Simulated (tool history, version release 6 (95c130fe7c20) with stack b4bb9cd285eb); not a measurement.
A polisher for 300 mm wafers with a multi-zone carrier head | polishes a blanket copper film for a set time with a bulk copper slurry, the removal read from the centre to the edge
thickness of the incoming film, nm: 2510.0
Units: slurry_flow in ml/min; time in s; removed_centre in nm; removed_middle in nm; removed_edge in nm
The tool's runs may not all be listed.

Run 1, hour 0: slurry_flow 195 ml/min, centre_zone 1, middle_zone 1, edge_zone 1, slurry_solids 1, time 67 s. Result: removed_centre 699.6 nm, removed_middle 696.93 nm, removed_edge 687.17 nm.
Run 2, hour 3.8: slurry_flow 145 ml/min, centre_zone 1, middle_zone 1, edge_zone 1, slurry_solids 1, time 67 s. Result: removed_centre 650.71 nm, removed_middle 657.5 nm, removed_edge 657.08 nm.
Run 3, hour 6.6: slurry_flow 145 ml/min, centre_zone 1, middle_zone 1, edge_zone 1.06, slurry_solids 1, time 67 s. Result: removed_centre 668.86 nm, removed_middle 652.05 nm, removed_edge 691.23 nm.
Run 4, hour 11.2: slurry_flow 115 ml/min, centre_zone 1, middle_zone 1, edge_zone 1.06, slurry_solids 1, time 67 s. Result: removed_centre 609.29 nm, removed_middle 619.1 nm, removed_edge 646.67 nm.
Run 5, hour 17.2: slurry_flow 120 ml/min, centre_zone 0.99, middle_zone 1.02, edge_zone 1.05, slurry_solids 1, time 67 s. Result: removed_centre 612.68 nm, removed_middle 624.39 nm, removed_edge 651.8 nm.
Run 6, hour 23.2: slurry_flow 125 ml/min, centre_zone 0.98, middle_zone 1.04, edge_zone 1.03, slurry_solids 1, time 67 s. Result: removed_centre 615.06 nm, removed_middle 656.3 nm, removed_edge 658.29 nm.
Run 7, hour 24.4: slurry_flow 125 ml/min, centre_zone 0.97, middle_zone 1.05, edge_zone 1.01, slurry_solids 1, time 67 s. Result: removed_centre 604.37 nm, removed_middle 647.98 nm, removed_edge 661.05 nm.

Run 8 comes next. What will it give?
Run 8, hour 33: slurry_flow 130 ml/min, centre_zone 0.96, middle_zone 1.07, edge_zone 0.98, slurry_solids 1, time 67 s. Result: removed_centre ?, removed_middle ?, removed_edge ?.

{"run 8": {"removed_centre": 614.33, "removed_middle": 671.7, "removed_edge": 643.86}}
